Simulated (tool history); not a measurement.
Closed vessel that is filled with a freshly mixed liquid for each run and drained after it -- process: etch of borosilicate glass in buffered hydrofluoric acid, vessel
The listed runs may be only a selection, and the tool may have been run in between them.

| run | hour | temperature setpoint of the liquid (C) | parts of 40 % ammonium fluoride to one part of 49 % hydrofluoric acid (parts by volume) | time in the liquid (s) | thickness taken off the borosilicate glass on a monitor wafer (nm) |
|---|---|---|---|---|---|
| 1 | 0 | 23 | 12 | 85 | 91.517 |
| 2 | 4.6 | 23 | 15.5 | 85 | 70.887 |
| 3 | 13 | 22.5 | 15.5 | 85 | 69.251 |
| 4 | 17.7 | 22.5 | 15.5 | 85 | 69.221 |
| 5 | 26.4 | 22 | 15.5 | 85 | 66.755 |
| 6 | 31.1 | 21.5 | 15.5 | 85 | 65.76 |
| 7 | 32.8 | 21 | 15.5 | 85 | 63.7 |
| 8 | 41.4 | 20.5 | 15.5 | 85 | 61.427 |
| 9 | 45.2 | 20 | 15.5 | 85 | 59.809 |
| 10 | 51.1 | 19.5 | 15.5 | 85 | 58.904 |
| 11 | 55.3 | 19.5 | 15.5 | 85 | 58.532 |
| 12 | 58.6 | 18.5 | 15.5 | 85 | 55.232 |

Forecast run 13:
| 13 | 66.4 | 18 | 15.5 | 85 | ? |

For run 13 the tool returned thickness taken off the borosilicate glass on a monitor wafer (nm) 54.54.

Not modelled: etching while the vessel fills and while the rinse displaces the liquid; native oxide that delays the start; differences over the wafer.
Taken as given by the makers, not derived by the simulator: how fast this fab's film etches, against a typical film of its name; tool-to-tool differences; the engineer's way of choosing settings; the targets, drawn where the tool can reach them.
